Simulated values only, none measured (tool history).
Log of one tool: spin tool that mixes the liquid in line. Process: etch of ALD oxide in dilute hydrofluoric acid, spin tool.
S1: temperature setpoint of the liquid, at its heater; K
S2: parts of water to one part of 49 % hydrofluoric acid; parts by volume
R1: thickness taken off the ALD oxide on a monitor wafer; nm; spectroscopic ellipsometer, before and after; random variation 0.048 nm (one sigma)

Run 1, hour 0: S1 293.15 K, S2 160 parts by volume, time under the liquid (s) 70. Result: R1 8.3763 nm.
Run 2, hour 2.6: S1 293.15 K, S2 195 parts by volume, time under the liquid (s) 70. Result: R1 6.6225 nm.
Run 3, hour 6.1: S1 292.65 K, S2 195 parts by volume, time under the liquid (s) 70. Result: R1 6.5602 nm.
Run 4, hour 9.6: S1 292.15 K, S2 195 parts by volume, time under the liquid (s) 70. Result: R1 6.3543 nm.
Run 5, hour 18.6: S1 292.15 K, S2 195 parts by volume, time under the liquid (s) 70. Result: R1 6.3521 nm.
Run 6, hour 22.9: S1 292.15 K, S2 195 parts by volume, time under the liquid (s) 70. Result: R1 6.4151 nm.
Run 7, hour 31.1: S1 291.65 K, S2 195 parts by volume, time under the liquid (s) 70. Result: R1 6.3216 nm.

The next listed run, before its measurement:
Run 8, hour 38.3: S1 291.15 K, S2 195 parts by volume, time under the liquid (s) 70. Result: R1 ?.

R1: 6.1257 nm
